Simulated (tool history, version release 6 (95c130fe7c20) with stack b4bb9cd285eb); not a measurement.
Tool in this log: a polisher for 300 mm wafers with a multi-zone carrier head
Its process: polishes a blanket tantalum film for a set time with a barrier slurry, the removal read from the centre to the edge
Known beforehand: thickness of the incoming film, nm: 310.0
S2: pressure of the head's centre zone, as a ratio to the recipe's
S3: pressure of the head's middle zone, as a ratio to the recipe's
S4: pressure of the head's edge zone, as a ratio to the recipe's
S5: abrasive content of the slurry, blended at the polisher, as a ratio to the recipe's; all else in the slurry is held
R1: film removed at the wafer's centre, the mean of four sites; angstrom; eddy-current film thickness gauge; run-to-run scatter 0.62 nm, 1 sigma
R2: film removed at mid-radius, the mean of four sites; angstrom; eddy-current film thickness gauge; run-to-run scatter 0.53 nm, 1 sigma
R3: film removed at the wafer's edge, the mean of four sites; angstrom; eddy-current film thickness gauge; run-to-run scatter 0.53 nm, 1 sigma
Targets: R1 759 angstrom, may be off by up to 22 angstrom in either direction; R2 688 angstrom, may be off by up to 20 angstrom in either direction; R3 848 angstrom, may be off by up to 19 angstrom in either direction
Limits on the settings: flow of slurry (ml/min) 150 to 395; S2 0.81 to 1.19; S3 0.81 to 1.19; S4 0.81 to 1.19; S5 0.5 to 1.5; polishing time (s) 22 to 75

run 1 day=0 | flow_of_slurry_(ml/min)=250 S2=1 S3=1 S4=1 S5=1 polishing_time_(s)=48 | R1=563.04 R2=634.32 R3=641.43
run 2 day=0.312 | flow_of_slurry_(ml/min)=260 S2=1.02 S3=0.98 S4=1.04 S5=1.1 polishing_time_(s)=48 | R1=604.14 R2=643.88 R3=678.04
run 3 day=0.45 | flow_of_slurry_(ml/min)=260 S2=1.02 S3=0.98 S4=1.04 S5=1.1 polishing_time_(s)=60 | R1=746.03 R2=809.46 R3=843.81
run 4 day=0.554 | flow_of_slurry_(ml/min)=250 S2=1.03 S3=0.95 S4=1.05 S5=1.1 polishing_time_(s)=60 | R1=756.57 R2=787.49 R3=852.61
run 5 day=0.596 | flow_of_slurry_(ml/min)=240 S2=1.03 S3=0.93 S4=1.05 S5=1.1 polishing_time_(s)=60 | R1=751.51 R2=778.49 R3=848.63
run 6 day=0.646 | flow_of_slurry_(ml/min)=240 S2=1.03 S3=0.93 S4=1.05 S5=1.1 polishing_time_(s)=70 | R1=878.48 R2=891.04 R3=978.9
run 7 day=0.779 | flow_of_slurry_(ml/min)=225 S2=1.03 S3=0.91 S4=1.05 S5=1.05 polishing_time_(s)=70 | R1=862.14 R2=864.69 R3=964.87
-- day=0.871 centre zone pressure recalibrated
run 8 day=0.871 | flow_of_slurry_(ml/min)=215 S2=1.03 S3=0.89 S4=1.05 S5=1 polishing_time_(s)=70 | R1=939.13 R2=835.59 R3=944.77
run 9 day=1.112 | flow_of_slurry_(ml/min)=215 S2=0.99 S3=0.88 S4=1.06 S5=1 polishing_time_(s)=69 | R1=877.69 R2=797.97 R3=941.45
run 10 day=1.412 | flow_of_slurry_(ml/min)=175 S2=0.92 S3=0.81 S4=0.96 S5=0.8 polishing_time_(s)=69 | R1=726.4 R2=683.07 R3=807.04
run 11 day=1.504 | flow_of_slurry_(ml/min)=180 S2=0.92 S3=0.81 S4=0.98 S5=0.8 polishing_time_(s)=69 | R1=737.78 R2=674.32 R3=826.04
run 12 day=1.571 | flow_of_slurry_(ml/min)=185 S2=0.92 S3=0.81 S4=0.98 S5=0.8 polishing_time_(s)=69 | R1=750.82 R2=684.91 R3=827.01

Exercise: of the 4 proposed moves below, exactly one satisfies all targets within the stated allowed misses. Which move is it?
run A day=1.638 | flow_of_slurry_(ml/min)=205 S2=0.96 S3=0.83 S4=0.92 S5=1.1 polishing_time_(s)=60 | R1=? R2=? R3=?
run B day=1.638 | flow_of_slurry_(ml/min)=185 S2=0.93 S3=0.81 S4=1.02 S5=0.8 polishing_time_(s)=70 | R1=? R2=? R3=?
run C day=1.638 | flow_of_slurry_(ml/min)=170 S2=0.89 S3=0.85 S4=0.99 S5=0.75 polishing_time_(s)=75 | R1=? R2=? R3=?
run D day=1.638 | flow_of_slurry_(ml/min)=195 S2=0.91 S3=0.83 S4=0.97 S5=0.75 polishing_time_(s)=72 | R1=? R2=? R3=?

move=A R1=757.69 R2=678.22 R3=775.41
move=B R1=762.33 R2=689.92 R3=848.81
move=C R1=754.39 R2=740.35 R3=865.68
move=D R1=757.78 R2=712.83 R3=836.96
A: misses by more than the last run did
B: in spec on every target
C: meets the target for the result that was furthest off, but another lies outside its allowed miss
D: meets the target for the result that was furthest off, but another lies outside its allowed miss
B is the move that brings every result within its allowed miss.
